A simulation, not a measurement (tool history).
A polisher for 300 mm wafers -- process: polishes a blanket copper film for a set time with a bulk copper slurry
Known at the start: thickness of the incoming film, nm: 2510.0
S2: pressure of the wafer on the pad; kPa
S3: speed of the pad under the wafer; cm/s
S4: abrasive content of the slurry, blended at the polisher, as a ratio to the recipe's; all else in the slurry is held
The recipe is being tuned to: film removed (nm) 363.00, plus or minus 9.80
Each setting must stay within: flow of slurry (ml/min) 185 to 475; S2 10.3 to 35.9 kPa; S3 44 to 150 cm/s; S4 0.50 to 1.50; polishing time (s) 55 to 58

{"run": 1, "hour": 0.0, "flow of slurry (ml/min)": 305, "S2": 22.8, "S3": 96, "S4": 1.0, "polishing time (s)": 55, "film removed (nm)": 477.94}
{"run": 2, "hour": 9.0, "flow of slurry (ml/min)": 305, "S2": 22.8, "S3": 112, "S4": 1.0, "polishing time (s)": 55, "film removed (nm)": 545.02}
{"run": 3, "hour": 14.1, "flow of slurry (ml/min)": 305, "S2": 22.8, "S3": 112, "S4": 1.0, "polishing time (s)": 55, "film removed (nm)": 544.49}
{"run": 4, "hour": 21.6, "flow of slurry (ml/min)": 305, "S2": 22.8, "S3": 124, "S4": 1.0, "polishing time (s)": 55, "film removed (nm)": 603.01}
{"run": 5, "hour": 23.4, "flow of slurry (ml/min)": 305, "S2": 22.8, "S3": 124, "S4": 1.15, "polishing time (s)": 55, "film removed (nm)": 623.58}
{"run": 6, "hour": 30.1, "flow of slurry (ml/min)": 305, "S2": 22.8, "S3": 112, "S4": 1.15, "polishing time (s)": 55, "film removed (nm)": 554.96}
{"run": 7, "hour": 35.6, "flow of slurry (ml/min)": 305, "S2": 22.8, "S3": 112, "S4": 1.15, "polishing time (s)": 55, "film removed (nm)": 564.71}
{"run": 8, "hour": 43.8, "flow of slurry (ml/min)": 305, "S2": 20.7, "S3": 112, "S4": 1.15, "polishing time (s)": 55, "film removed (nm)": 508.02}
{"run": 9, "hour": 44.5, "flow of slurry (ml/min)": 305, "S2": 19.3, "S3": 112, "S4": 1.15, "polishing time (s)": 55, "film removed (nm)": 483.14}
{"run": 10, "hour": 46.1, "flow of slurry (ml/min)": 305, "S2": 17.9, "S3": 112, "S4": 1.15, "polishing time (s)": 55, "film removed (nm)": 447.42}
{"run": 11, "hour": 48.4, "flow of slurry (ml/min)": 305, "S2": 17.2, "S3": 112, "S4": 1.15, "polishing time (s)": 55, "film removed (nm)": 429.26}
{"run": 12, "hour": 55.4, "flow of slurry (ml/min)": 305, "S2": 16.5, "S3": 112, "S4": 1.15, "polishing time (s)": 55, "film removed (nm)": 411.68}
{"run": 13, "hour": 60.2, "flow of slurry (ml/min)": 305, "S2": 15.9, "S3": 112, "S4": 1.15, "polishing time (s)": 55, "film removed (nm)": 396.07}

Of the 5 settings listed for the next run, only one would bring every result within its allowed miss of target. Which one?
{"run": "A", "hour": 65.0, "flow of slurry (ml/min)": 285, "S2": 11.0, "S3": 132, "S4": 1.5, "polishing time (s)": 55, "film removed (nm)": "?"}
{"run": "B", "hour": 65.0, "flow of slurry (ml/min)": 235, "S2": 20.0, "S3": 96, "S4": 1.1, "polishing time (s)": 55, "film removed (nm)": "?"}
{"run": "C", "hour": 65.0, "flow of slurry (ml/min)": 315, "S2": 17.2, "S3": 96, "S4": 1.0, "polishing time (s)": 55, "film removed (nm)": "?"}
{"run": "D", "hour": 65.0, "flow of slurry (ml/min)": 310, "S2": 13.8, "S3": 110, "S4": 1.15, "polishing time (s)": 55, "film removed (nm)": "?"}
{"run": "E", "hour": 65.0, "flow of slurry (ml/min)": 310, "S2": 14.5, "S3": 108, "S4": 1.05, "polishing time (s)": 55, "film removed (nm)": "?"}

move=A film_removed_(nm)=342.08
move=B film_removed_(nm)=420.46
move=C film_removed_(nm)=367.45
move=D film_removed_(nm)=342.98
move=E film_removed_(nm)=347.37
A: takes the biggest miss from the last run beyond its target
B: misses by more than the last run did
C: in spec on every target
D: takes the biggest miss from the last run beyond its target
E: takes the biggest miss from the last run beyond its target
The right move is C.

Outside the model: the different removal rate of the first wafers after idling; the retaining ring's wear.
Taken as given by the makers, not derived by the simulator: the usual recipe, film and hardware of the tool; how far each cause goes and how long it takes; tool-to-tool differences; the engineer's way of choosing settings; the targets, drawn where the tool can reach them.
